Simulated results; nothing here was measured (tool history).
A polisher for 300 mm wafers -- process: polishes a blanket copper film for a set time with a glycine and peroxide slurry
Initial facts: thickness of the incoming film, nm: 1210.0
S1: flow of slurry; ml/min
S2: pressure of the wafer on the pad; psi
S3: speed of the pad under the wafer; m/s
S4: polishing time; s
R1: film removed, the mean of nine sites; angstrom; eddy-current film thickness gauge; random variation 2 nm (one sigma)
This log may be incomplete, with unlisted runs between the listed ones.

Run 1, day 0.000: S1 135 ml/min, S2 1.8 psi, S3 1.30 m/s, S4 33 s. Result: R1 1383.2 angstrom.
Run 2, day 0.346: S1 140 ml/min, S2 1.9 psi, S3 1.30 m/s, S4 33 s. Result: R1 1405.0 angstrom.
Run 3, day 0.442: S1 140 ml/min, S2 1.9 psi, S3 1.30 m/s, S4 30 s. Result: R1 1301.8 angstrom.
Run 4, day 0.604: S1 140 ml/min, S2 2.1 psi, S3 1.32 m/s, S4 30 s. Result: R1 1373.7 angstrom.
Run 5, day 0.858: S1 140 ml/min, S2 2.3 psi, S3 1.38 m/s, S4 30 s. Result: R1 1529.6 angstrom.
Run 6, day 1.104: S1 140 ml/min, S2 2.3 psi, S3 1.38 m/s, S4 30 s. Result: R1 1539.6 angstrom.

Run 7 is up next; what results do you expect?
Run 7, day 1.146: S1 140 ml/min, S2 2.4 psi, S3 1.40 m/s, S4 30 s. Result: R1 ?.

{"run 7": {"R1": 1600.7}}
